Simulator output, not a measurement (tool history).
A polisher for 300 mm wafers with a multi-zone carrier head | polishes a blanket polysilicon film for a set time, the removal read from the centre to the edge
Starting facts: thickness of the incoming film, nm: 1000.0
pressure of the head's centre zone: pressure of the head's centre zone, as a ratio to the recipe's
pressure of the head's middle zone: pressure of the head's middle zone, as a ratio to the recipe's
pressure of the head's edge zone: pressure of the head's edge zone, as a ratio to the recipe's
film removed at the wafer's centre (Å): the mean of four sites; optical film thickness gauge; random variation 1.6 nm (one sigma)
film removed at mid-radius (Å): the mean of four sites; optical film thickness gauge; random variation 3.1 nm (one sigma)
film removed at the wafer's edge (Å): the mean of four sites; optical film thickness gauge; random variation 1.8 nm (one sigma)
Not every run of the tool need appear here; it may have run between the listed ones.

run,hour,flow of slurry (ml/min),pressure of the head's centre zone,pressure of the head's middle zone,pressure of the head's edge zone,polishing time (s),film removed at the wafer's centre (Å),film removed at mid-radius (Å),film removed at the wafer's edge (Å)
1,0.0,235,1.00,1.00,1.00,67,3375.8,3409.7,3539.2
2,0.6,225,0.94,1.00,0.96,58,2753.0,2967.1,3029.0
3,2.1,225,0.94,1.00,0.96,52,2460.8,2694.6,2624.1
4,5.9,215,0.90,0.99,0.95,49,2238.5,2493.8,2480.2
5,14.5,215,0.90,0.99,1.01,49,2184.8,2480.4,2572.7
6,15.8,205,0.87,0.99,0.98,47,2034.8,2367.9,2440.7
7,18.2,195,0.85,0.99,0.95,46,1941.0,2306.7,2336.5
8,24.6,185,0.84,0.99,0.92,45,1835.3,2278.6,2205.5

Run 9 is up next; what results do you expect?
9,30.8,180,0.84,0.98,0.91,45,?,?,?

{"run 9": {"film removed at the wafer's centre (Å)": 1837.8, "film removed at mid-radius (Å)": 2192.1, "film removed at the wafer's edge (Å)": 2226.2}}
